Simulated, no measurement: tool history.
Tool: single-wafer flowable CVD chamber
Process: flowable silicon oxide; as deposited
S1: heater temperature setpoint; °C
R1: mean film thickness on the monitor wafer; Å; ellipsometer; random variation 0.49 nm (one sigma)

{"run": 1, "day": 0.0, "S1": 95, "chamber pressure (Pa)": 75.3, "RF power (W)": 1520, "deposition time (s)": 783, "R1": 3255.7}
{"run": 2, "day": 0.112, "S1": 101, "chamber pressure (Pa)": 73.5, "RF power (W)": 1520, "deposition time (s)": 783, "R1": 2586.3}
{"run": 3, "day": 0.192, "S1": 101, "chamber pressure (Pa)": 73.5, "RF power (W)": 1665, "deposition time (s)": 783, "R1": 2648.0}
{"run": 4, "day": 0.421, "S1": 107, "chamber pressure (Pa)": 73.5, "RF power (W)": 1665, "deposition time (s)": 783, "R1": 2149.8}
{"run": 5, "day": 0.575, "S1": 107, "chamber pressure (Pa)": 73.5, "RF power (W)": 1665, "deposition time (s)": 809, "R1": 2229.1}
{"run": 6, "day": 0.712, "S1": 107, "chamber pressure (Pa)": 64.4, "RF power (W)": 1665, "deposition time (s)": 809, "R1": 1966.3}
{"run": 7, "day": 1.062, "S1": 110, "chamber pressure (Pa)": 64.0, "RF power (W)": 1665, "deposition time (s)": 809, "R1": 1758.9}

The next listed run, before its measurement:
{"run": 8, "day": 1.196, "S1": 119, "chamber pressure (Pa)": 62.9, "RF power (W)": 1665, "deposition time (s)": 809, "R1": "?"}

R1: 1301.5 Å

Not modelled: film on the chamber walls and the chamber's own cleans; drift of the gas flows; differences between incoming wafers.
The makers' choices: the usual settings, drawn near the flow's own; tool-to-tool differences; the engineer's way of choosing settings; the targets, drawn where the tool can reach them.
